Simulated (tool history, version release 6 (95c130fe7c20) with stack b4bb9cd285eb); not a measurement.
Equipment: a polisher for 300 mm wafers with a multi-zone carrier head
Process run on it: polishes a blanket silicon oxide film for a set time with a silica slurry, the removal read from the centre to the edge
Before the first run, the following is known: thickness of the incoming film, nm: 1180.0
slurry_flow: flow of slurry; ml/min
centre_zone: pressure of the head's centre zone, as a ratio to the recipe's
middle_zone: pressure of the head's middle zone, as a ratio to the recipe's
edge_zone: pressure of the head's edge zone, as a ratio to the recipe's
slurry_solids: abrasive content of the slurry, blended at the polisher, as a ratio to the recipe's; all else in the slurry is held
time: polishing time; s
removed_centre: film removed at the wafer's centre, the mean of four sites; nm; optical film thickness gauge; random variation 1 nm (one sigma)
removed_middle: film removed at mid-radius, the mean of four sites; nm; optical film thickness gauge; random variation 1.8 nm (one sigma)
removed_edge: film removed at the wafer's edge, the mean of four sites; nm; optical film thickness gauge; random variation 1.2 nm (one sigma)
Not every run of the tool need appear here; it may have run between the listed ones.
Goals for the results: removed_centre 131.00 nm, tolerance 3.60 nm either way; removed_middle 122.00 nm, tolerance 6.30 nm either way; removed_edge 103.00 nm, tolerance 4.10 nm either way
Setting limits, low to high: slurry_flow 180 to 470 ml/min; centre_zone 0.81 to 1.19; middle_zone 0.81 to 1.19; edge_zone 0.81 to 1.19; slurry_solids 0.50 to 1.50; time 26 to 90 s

run,hour,slurry_flow,centre_zone,middle_zone,edge_zone,slurry_solids,time,removed_centre,removed_middle,removed_edge
1,0.0,300,1.00,1.00,1.00,1.00,58,199.45,193.16,202.71
2,5.0,315,1.04,1.04,0.96,0.85,52,167.91,161.87,159.44
3,13.9,315,1.04,1.04,0.96,1.00,52,186.90,182.09,175.78
4,21.5,330,1.07,1.06,0.93,0.85,50,168.97,158.16,147.01
5,27.2,330,1.13,1.06,0.93,0.85,50,175.07,153.16,148.42
6,31.7,330,1.13,1.06,0.93,0.95,50,190.92,175.34,162.68
7,34.8,345,1.11,1.08,0.90,0.85,50,171.16,157.12,144.60
8,37.0,345,1.11,1.10,0.88,0.75,50,154.86,142.40,128.80

Next run, 5 choices. One meets every target within its allowed miss, the rest don't. Which?
A,39.2,295,1.06,1.14,0.85,0.80,39,?,?,?
B,39.2,355,1.11,1.19,0.86,0.85,41,?,?,?
C,39.2,255,1.09,1.14,0.84,0.90,36,?,?,?
D,39.2,445,1.19,0.93,0.92,0.60,54,?,?,?
E,39.2,370,1.13,1.11,0.81,0.95,34,?,?,?

move,removed_centre,removed_middle,removed_edge
A,120.40,121.59,106.90
B,141.91,141.68,120.23
C,124.33,122.22,107.22
D,139.56,105.31,113.75
E,130.82,120.84,106.09
A: the result that was furthest off in the last run now lies on the other side of its target
B: moves toward the targets from the last run without getting all of them in spec
C: the result that was furthest off in the last run now lies on the other side of its target
D: moves toward the targets from the last run without getting all of them in spec
E: each result inside its tolerance
The move that meets every target is E.

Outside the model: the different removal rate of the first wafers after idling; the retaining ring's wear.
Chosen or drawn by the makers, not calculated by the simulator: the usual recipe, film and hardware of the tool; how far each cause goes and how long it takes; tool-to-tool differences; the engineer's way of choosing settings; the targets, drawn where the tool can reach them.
